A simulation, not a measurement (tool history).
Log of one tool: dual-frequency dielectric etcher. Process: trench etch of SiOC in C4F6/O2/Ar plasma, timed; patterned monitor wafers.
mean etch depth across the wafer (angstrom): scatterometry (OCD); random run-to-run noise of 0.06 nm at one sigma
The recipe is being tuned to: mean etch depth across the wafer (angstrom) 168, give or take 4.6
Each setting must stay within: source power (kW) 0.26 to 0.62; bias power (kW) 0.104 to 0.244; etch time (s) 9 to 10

| run | day | source power (kW) | bias power (kW) | etch time (s) | mean etch depth across the wafer (angstrom) |
|---|---|---|---|---|---|
| 1 | 0 | 0.44 | 0.174 | 10 | 225.11 |
| 2 | 0.275 | 0.47 | 0.174 | 10 | 234.03 |
| 3 | 0.504 | 0.44 | 0.165 | 10 | 223.3 |
| 4 | 0.733 | 0.41 | 0.156 | 10 | 210.77 |
| 5 | 0.871 | 0.39 | 0.15 | 10 | 203.12 |
| 6 | 1.071 | 0.39 | 0.15 | 9 | 182.64 |
| 7 | 1.121 | 0.38 | 0.149 | 9 | 179.76 |
| 8 | 1.3 | 0.38 | 0.149 | 9 | 180.63 |
| 9 | 1.333 | 0.37 | 0.148 | 9 | 176.13 |

4 candidate next runs follow, results not yet known. Just one meets every target within its allowed miss. Identify it.
| A | 1.367 | 0.34 | 0.145 | 9.5 | ? |
| B | 1.367 | 0.31 | 0.188 | 9.5 | ? |
| C | 1.367 | 0.35 | 0.14 | 9 | ? |
| D | 1.367 | 0.38 | 0.148 | 9 | ? |

| move | mean etch depth across the wafer (angstrom) |
|---|---|
| A | 176.33 |
| B | 179.15 |
| C | 168.4 |
| D | 179.28 |
A: neither nearer nor further off than the last run
B: lands further from the targets than the last run did
C: all results land within tolerance of their targets
D: lands further from the targets than the last run did
Answer: C
